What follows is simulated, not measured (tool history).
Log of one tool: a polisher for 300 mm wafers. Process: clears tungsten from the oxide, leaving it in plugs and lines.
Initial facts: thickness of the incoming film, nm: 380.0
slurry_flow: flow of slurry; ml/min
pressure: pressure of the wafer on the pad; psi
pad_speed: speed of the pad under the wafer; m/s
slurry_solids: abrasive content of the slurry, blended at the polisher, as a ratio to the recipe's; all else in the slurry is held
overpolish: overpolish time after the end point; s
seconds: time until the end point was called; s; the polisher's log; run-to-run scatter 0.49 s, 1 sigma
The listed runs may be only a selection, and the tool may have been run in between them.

run 1 hour=0.0 | slurry_flow=145 pressure=3.9 pad_speed=1.18 slurry_solids=1.0 overpolish=34 | seconds=57.395
run 2 hour=3.7 | slurry_flow=145 pressure=3.5 pad_speed=1.18 slurry_solids=1.0 overpolish=34 | seconds=62.633
run 3 hour=11.5 | slurry_flow=145 pressure=3.5 pad_speed=1.36 slurry_solids=1.0 overpolish=34 | seconds=55.180
run 4 hour=12.6 | slurry_flow=145 pressure=3.5 pad_speed=1.36 slurry_solids=1.1 overpolish=34 | seconds=54.319
run 5 hour=15.9 | slurry_flow=145 pressure=3.7 pad_speed=1.36 slurry_solids=1.1 overpolish=34 | seconds=50.566
run 6 hour=24.3 | slurry_flow=145 pressure=3.9 pad_speed=1.36 slurry_solids=1.1 overpolish=34 | seconds=48.780
run 7 hour=25.0 | slurry_flow=145 pressure=4.1 pad_speed=1.36 slurry_solids=1.1 overpolish=34 | seconds=46.418
run 8 hour=27.5 | slurry_flow=145 pressure=4.2 pad_speed=1.36 slurry_solids=1.1 overpolish=34 | seconds=44.626
run 9 hour=34.3 | slurry_flow=145 pressure=4.3 pad_speed=1.36 slurry_solids=1.1 overpolish=34 | seconds=45.056

The next listed run, before its measurement:
run 10 hour=42.4 | slurry_flow=145 pressure=4.4 pad_speed=1.36 slurry_solids=1.1 overpolish=34 | seconds=?

Run 10 gave seconds 42.915 s.
